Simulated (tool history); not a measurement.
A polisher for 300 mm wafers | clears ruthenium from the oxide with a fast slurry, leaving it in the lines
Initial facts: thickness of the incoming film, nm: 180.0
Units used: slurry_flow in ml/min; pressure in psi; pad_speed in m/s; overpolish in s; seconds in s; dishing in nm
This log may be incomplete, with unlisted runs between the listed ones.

run	day	slurry_flow	pressure	pad_speed	slurry_solids	overpolish	seconds	dishing
1	0.000	270	1.6	1.28	1.0	30	60.595	77.377
2	0.208	270	1.6	1.28	1.0	41	59.896	101.580
3	0.483	270	1.5	1.28	1.0	41	64.819	100.300
4	0.646	270	1.5	1.56	1.0	41	54.318	117.560
5	0.975	270	1.5	1.56	1.0	35	53.648	94.415
6	1.283	270	1.5	1.56	1.0	22	53.975	62.115
7	1.554	270	1.0	1.44	1.0	36	83.372	67.982

For run 8, what comes out?
8	1.708	270	1.0	1.44	1.0	37	?	?

{"run 8": {"seconds": 85.417, "dishing": 68.861}}
